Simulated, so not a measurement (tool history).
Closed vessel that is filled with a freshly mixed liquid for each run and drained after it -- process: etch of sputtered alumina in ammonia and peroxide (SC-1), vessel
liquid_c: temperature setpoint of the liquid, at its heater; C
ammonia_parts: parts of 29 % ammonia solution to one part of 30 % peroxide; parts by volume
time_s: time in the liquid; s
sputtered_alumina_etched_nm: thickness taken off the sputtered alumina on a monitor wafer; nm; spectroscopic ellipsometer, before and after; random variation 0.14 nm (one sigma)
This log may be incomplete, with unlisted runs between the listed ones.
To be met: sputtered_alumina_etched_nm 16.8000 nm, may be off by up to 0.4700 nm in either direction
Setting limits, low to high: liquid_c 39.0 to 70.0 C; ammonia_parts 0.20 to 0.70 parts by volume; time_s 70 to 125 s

Run 1, hour 0.0: liquid_c 55.0 C, ammonia_parts 0.40 parts by volume, time_s 125 s. Result: sputtered_alumina_etched_nm 9.3056 nm.
Run 2, hour 5.7: liquid_c 57.0 C, ammonia_parts 0.40 parts by volume, time_s 125 s. Result: sputtered_alumina_etched_nm 10.0350 nm.
Run 3, hour 13.9: liquid_c 57.0 C, ammonia_parts 0.35 parts by volume, time_s 125 s. Result: sputtered_alumina_etched_nm 10.0670 nm.
Run 4, hour 20.5: liquid_c 59.0 C, ammonia_parts 0.35 parts by volume, time_s 125 s. Result: sputtered_alumina_etched_nm 11.1810 nm.
Run 5, hour 22.2: liquid_c 59.0 C, ammonia_parts 0.25 parts by volume, time_s 125 s. Result: sputtered_alumina_etched_nm 10.7820 nm.
Run 6, hour 24.0: liquid_c 56.0 C, ammonia_parts 0.25 parts by volume, time_s 125 s. Result: sputtered_alumina_etched_nm 9.2585 nm.
Run 7, hour 32.7: liquid_c 58.0 C, ammonia_parts 0.25 parts by volume, time_s 125 s. Result: sputtered_alumina_etched_nm 10.3210 nm.
Run 8, hour 33.9: liquid_c 59.5 C, ammonia_parts 0.25 parts by volume, time_s 125 s. Result: sputtered_alumina_etched_nm 11.0110 nm.

4 candidate next runs follow, results not yet known. Just one meets every target within its allowed miss. Identify it.
Run A, hour 35.1: liquid_c 57.0 C, ammonia_parts 0.25 parts by volume, time_s 70 s. Result: sputtered_alumina_etched_nm ?.
Run B, hour 35.1: liquid_c 65.5 C, ammonia_parts 0.30 parts by volume, time_s 125 s. Result: sputtered_alumina_etched_nm ?.
Run C, hour 35.1: liquid_c 66.5 C, ammonia_parts 0.25 parts by volume, time_s 125 s. Result: sputtered_alumina_etched_nm ?.
Run D, hour 35.1: liquid_c 67.0 C, ammonia_parts 0.35 parts by volume, time_s 125 s. Result: sputtered_alumina_etched_nm ?.

move  sputtered_alumina_etched_nm
   A                       5.5008
   B                      15.4100
   C                      15.9120
   D                      16.8340
A: moves away from the targets compared with the last run
B: moves toward the targets from the last run without getting all of them in spec
C: moves toward the targets from the last run without getting all of them in spec
D: in spec on every target
Answer: D
